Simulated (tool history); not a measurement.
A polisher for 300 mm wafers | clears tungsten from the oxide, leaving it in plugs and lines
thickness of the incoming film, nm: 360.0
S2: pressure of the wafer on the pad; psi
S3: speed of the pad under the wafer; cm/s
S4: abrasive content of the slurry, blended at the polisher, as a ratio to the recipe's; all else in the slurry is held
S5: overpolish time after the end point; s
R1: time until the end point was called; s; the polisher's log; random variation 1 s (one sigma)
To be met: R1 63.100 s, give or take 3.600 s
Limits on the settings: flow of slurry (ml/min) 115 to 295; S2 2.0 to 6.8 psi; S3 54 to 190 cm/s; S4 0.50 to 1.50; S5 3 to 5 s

{"run": 1, "hour": 0.0, "flow of slurry (ml/min)": 190, "S2": 4.4, "S3": 122, "S4": 1.0, "S5": 5, "R1": 54.945}
{"run": 2, "hour": 0.7, "flow of slurry (ml/min)": 190, "S2": 4.3, "S3": 122, "S4": 1.0, "S5": 5, "R1": 56.103}
{"run": 3, "hour": 7.0, "flow of slurry (ml/min)": 190, "S2": 4.3, "S3": 132, "S4": 1.0, "S5": 5, "R1": 52.071}
{"run": 4, "hour": 14.3, "flow of slurry (ml/min)": 190, "S2": 4.2, "S3": 132, "S4": 1.0, "S5": 5, "R1": 53.642}
{"run": 5, "hour": 20.1, "flow of slurry (ml/min)": 190, "S2": 4.2, "S3": 132, "S4": 1.0, "S5": 3, "R1": 53.908}
{"run": 6, "hour": 28.1, "flow of slurry (ml/min)": 190, "S2": 4.1, "S3": 132, "S4": 1.0, "S5": 3, "R1": 53.655}
{"run": 7, "hour": 36.9, "flow of slurry (ml/min)": 190, "S2": 4.0, "S3": 132, "S4": 1.0, "S5": 3, "R1": 54.689}
{"run": 8, "hour": 39.5, "flow of slurry (ml/min)": 190, "S2": 3.9, "S3": 132, "S4": 1.0, "S5": 3, "R1": 56.957}

5 next moves are on the table. One of them brings every result within its allowed miss. Which?
{"run": "A", "hour": 42.1, "flow of slurry (ml/min)": 195, "S2": 3.5, "S3": 166, "S4": 0.95, "S5": 3, "R1": "?"}
{"run": "B", "hour": 42.1, "flow of slurry (ml/min)": 225, "S2": 3.8, "S3": 126, "S4": 1.25, "S5": 5, "R1": "?"}
{"run": "C", "hour": 42.1, "flow of slurry (ml/min)": 165, "S2": 3.9, "S3": 96, "S4": 1.2, "S5": 5, "R1": "?"}
{"run": "D", "hour": 42.1, "flow of slurry (ml/min)": 255, "S2": 3.0, "S3": 146, "S4": 0.95, "S5": 5, "R1": "?"}
{"run": "E", "hour": 42.1, "flow of slurry (ml/min)": 210, "S2": 4.1, "S3": 128, "S4": 0.9, "S5": 5, "R1": "?"}

move=A R1=49.671
move=B R1=56.046
move=C R1=74.701
move=D R1=63.250
move=E R1=54.932
A: lands further from the targets than the last run did
B: lands further from the targets than the last run did
C: pushes the last run's worst result past its target
D: in spec on every target
E: lands further from the targets than the last run did
Correct choice: D, which meets every target

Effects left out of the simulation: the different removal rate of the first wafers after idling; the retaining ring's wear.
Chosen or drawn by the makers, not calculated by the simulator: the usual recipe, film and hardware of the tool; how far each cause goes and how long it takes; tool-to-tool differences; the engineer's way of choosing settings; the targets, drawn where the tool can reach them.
